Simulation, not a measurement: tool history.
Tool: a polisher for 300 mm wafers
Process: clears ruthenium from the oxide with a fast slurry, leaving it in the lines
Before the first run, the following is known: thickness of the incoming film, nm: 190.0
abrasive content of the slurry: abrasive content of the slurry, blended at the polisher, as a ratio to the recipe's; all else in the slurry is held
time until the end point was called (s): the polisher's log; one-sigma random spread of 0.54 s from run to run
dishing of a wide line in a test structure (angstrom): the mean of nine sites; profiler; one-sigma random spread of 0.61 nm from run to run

run,hour,flow of slurry (ml/min),pressure of the wafer on the pad (psi),speed of the pad under the wafer (cm/s),abrasive content of the slurry,overpolish time after the end point (s),time until the end point was called (s),dishing of a wide line in a test structure (angstrom)
1,0,180,1.7,122,1,16,53.963,345.8
2,6,180,1.7,122,1.1,16,51.962,351.7
3,13.3,180,1.4,122,1.1,16,62.117,302.17
4,16.2,180,1.4,92,1.1,16,83.198,240.54
5,24.9,180,1.6,92,1.1,15,72.43,261.24
6,32.7,180,1.7,92,1.1,14,67.241,243.02
7,34.7,185,2.2,100,1.1,17,49.034,377.33

Estimate the outcome of run 8 from the log above:
8,35.2,195,2.5,104,1.1,10,?,?

time until the end point was called (s): 41.938
dishing of a wide line in a test structure (angstrom): 286.39

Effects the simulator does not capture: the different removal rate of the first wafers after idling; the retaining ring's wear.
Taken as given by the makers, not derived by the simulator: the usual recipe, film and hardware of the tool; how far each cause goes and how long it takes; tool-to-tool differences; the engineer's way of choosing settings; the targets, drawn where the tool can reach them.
